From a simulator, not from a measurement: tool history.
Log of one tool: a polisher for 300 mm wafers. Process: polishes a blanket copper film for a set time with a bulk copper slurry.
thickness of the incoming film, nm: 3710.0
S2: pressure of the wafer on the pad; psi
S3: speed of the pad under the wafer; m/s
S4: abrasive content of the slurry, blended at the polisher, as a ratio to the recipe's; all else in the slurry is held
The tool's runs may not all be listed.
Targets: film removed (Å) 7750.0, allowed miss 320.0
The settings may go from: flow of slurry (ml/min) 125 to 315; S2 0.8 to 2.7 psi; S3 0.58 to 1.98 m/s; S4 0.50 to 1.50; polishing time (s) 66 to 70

{"run": 1, "hour": 0.0, "flow of slurry (ml/min)": 205, "S2": 1.7, "S3": 1.28, "S4": 1.0, "polishing time (s)": 66, "film removed (Å)": 5092.9}
{"run": 2, "hour": 5.7, "flow of slurry (ml/min)": 205, "S2": 1.7, "S3": 1.46, "S4": 1.0, "polishing time (s)": 66, "film removed (Å)": 5872.8}
{"run": 3, "hour": 13.5, "flow of slurry (ml/min)": 205, "S2": 1.8, "S3": 1.46, "S4": 1.0, "polishing time (s)": 66, "film removed (Å)": 6206.8}
{"run": 4, "hour": 14.3, "flow of slurry (ml/min)": 160, "S2": 1.8, "S3": 1.46, "S4": 1.0, "polishing time (s)": 66, "film removed (Å)": 5926.3}
{"run": 5, "hour": 16.9, "flow of slurry (ml/min)": 170, "S2": 1.9, "S3": 1.46, "S4": 1.0, "polishing time (s)": 66, "film removed (Å)": 6197.0}
{"run": 6, "hour": 25.6, "flow of slurry (ml/min)": 185, "S2": 2.0, "S3": 1.46, "S4": 1.0, "polishing time (s)": 66, "film removed (Å)": 6528.1}
{"run": 7, "hour": 33.3, "flow of slurry (ml/min)": 190, "S2": 2.1, "S3": 1.46, "S4": 1.0, "polishing time (s)": 66, "film removed (Å)": 7044.5}
{"run": 8, "hour": 38.7, "flow of slurry (ml/min)": 200, "S2": 2.1, "S3": 1.46, "S4": 1.0, "polishing time (s)": 66, "film removed (Å)": 7260.0}
{"run": 9, "hour": 46.4, "flow of slurry (ml/min)": 205, "S2": 2.1, "S3": 1.46, "S4": 1.0, "polishing time (s)": 66, "film removed (Å)": 7250.7}
{"run": 10, "hour": 50.7, "flow of slurry (ml/min)": 210, "S2": 2.1, "S3": 1.46, "S4": 1.0, "polishing time (s)": 66, "film removed (Å)": 7144.4}
{"run": 11, "hour": 52.2, "flow of slurry (ml/min)": 210, "S2": 2.1, "S3": 1.46, "S4": 1.0, "polishing time (s)": 66, "film removed (Å)": 7137.9}
{"run": 12, "hour": 53.0, "flow of slurry (ml/min)": 215, "S2": 2.1, "S3": 1.46, "S4": 1.0, "polishing time (s)": 66, "film removed (Å)": 7228.1}
{"run": 13, "hour": 59.4, "flow of slurry (ml/min)": 220, "S2": 2.1, "S3": 1.46, "S4": 1.0, "polishing time (s)": 66, "film removed (Å)": 7236.6}
{"run": 14, "hour": 68.3, "flow of slurry (ml/min)": 225, "S2": 2.1, "S3": 1.46, "S4": 1.0, "polishing time (s)": 66, "film removed (Å)": 7171.8}

5 next moves are on the table. One of them brings every result within its allowed miss. Which?
{"run": "A", "hour": 77.2, "flow of slurry (ml/min)": 235, "S2": 2.2, "S3": 1.2, "S4": 1.2, "polishing time (s)": 66, "film removed (Å)": "?"}
{"run": "B", "hour": 77.2, "flow of slurry (ml/min)": 230, "S2": 2.5, "S3": 1.14, "S4": 0.9, "polishing time (s)": 70, "film removed (Å)": "?"}
{"run": "C", "hour": 77.2, "flow of slurry (ml/min)": 260, "S2": 2.1, "S3": 1.28, "S4": 0.95, "polishing time (s)": 66, "film removed (Å)": "?"}
{"run": "D", "hour": 77.2, "flow of slurry (ml/min)": 260, "S2": 2.2, "S3": 1.52, "S4": 0.85, "polishing time (s)": 66, "film removed (Å)": "?"}
{"run": "E", "hour": 77.2, "flow of slurry (ml/min)": 195, "S2": 2.0, "S3": 1.4, "S4": 1.1, "polishing time (s)": 66, "film removed (Å)": "?"}

move=A film_removed_(Å)=6412.2
move=B film_removed_(Å)=7044.8
move=C film_removed_(Å)=6394.9
move=D film_removed_(Å)=7802.4
move=E film_removed_(Å)=6548.2
A: further off than the last run
B: further off than the last run
C: further off than the last run
D: meets every target
E: further off than the last run
Answer: D

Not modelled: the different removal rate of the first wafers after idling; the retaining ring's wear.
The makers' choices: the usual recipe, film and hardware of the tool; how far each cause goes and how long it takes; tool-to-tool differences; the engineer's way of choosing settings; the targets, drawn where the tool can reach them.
